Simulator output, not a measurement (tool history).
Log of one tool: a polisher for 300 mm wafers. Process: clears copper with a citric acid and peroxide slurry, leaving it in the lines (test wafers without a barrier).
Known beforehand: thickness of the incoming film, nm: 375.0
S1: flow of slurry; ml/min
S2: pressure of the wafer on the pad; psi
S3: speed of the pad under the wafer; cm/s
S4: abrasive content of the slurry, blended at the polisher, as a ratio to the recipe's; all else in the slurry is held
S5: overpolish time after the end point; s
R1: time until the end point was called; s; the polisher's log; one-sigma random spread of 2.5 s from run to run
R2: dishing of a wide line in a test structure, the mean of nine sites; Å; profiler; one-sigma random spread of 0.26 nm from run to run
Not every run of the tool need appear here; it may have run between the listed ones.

run	day	S1	S2	S3	S4	S5	R1	R2
1	0.000	295	3.1	130	1.00	9	133.78	196.680
2	0.329	295	3.1	130	1.00	8	133.95	181.990
3	0.462	295	3.1	130	1.00	7	132.45	153.410
4	0.550	295	3.0	130	1.00	6	139.34	126.400
5	0.596	295	3.0	130	1.00	8	134.03	163.410
6	0.938	295	2.3	130	1.00	8	170.48	128.190
7	1.054	295	2.4	132	1.00	7	169.25	127.910
8	1.138	340	2.2	164	1.25	3	141.47	67.515
9	1.225	335	2.2	162	1.20	3	139.32	60.149
10	1.600	335	2.3	158	1.20	3	147.59	63.578
11	1.958	335	2.4	156	1.20	3	135.85	65.748
12	2.188	330	2.4	154	1.20	3	138.77	65.549
13	2.354	330	2.4	152	1.20	3	141.18	63.014
# day 2.496: slurry nozzle cleaned
14	2.496	330	2.4	152	1.15	3	133.25	65.390
15	2.650	320	2.5	152	1.15	3	134.15	71.682

Predict the results of run 16:
16	2.921	310	2.5	152	1.15	3	?	?

R1: 127.91 s
R2: 67.588 Å
